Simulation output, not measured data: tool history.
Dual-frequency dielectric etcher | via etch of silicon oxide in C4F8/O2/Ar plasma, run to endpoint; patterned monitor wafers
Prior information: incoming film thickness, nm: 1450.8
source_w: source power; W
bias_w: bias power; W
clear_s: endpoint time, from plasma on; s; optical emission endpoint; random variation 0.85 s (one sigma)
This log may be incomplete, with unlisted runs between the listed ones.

run 1 hour=0 | source_w=2450 bias_w=2811 | clear_s=240.16
run 2 hour=1.1 | source_w=2530 bias_w=2825 | clear_s=238.42
run 3 hour=9.1 | source_w=2530 bias_w=3064 | clear_s=232.82
run 4 hour=16.6 | source_w=2580 bias_w=3076 | clear_s=231.67
run 5 hour=23 | source_w=2630 bias_w=3089 | clear_s=230.3
-- hour=27.8 wet clean of the chamber
run 6 hour=27.8 | source_w=2680 bias_w=3103 | clear_s=232.37
run 7 hour=36.1 | source_w=2720 bias_w=3194 | clear_s=227.62
run 8 hour=44.1 | source_w=2760 bias_w=3212 | clear_s=229.17

Run 9 has not been measured yet. What should we expect?
run 9 hour=50.6 | source_w=2800 bias_w=3275 | clear_s=?

Logged for run 9: clear_s 225.65 s.
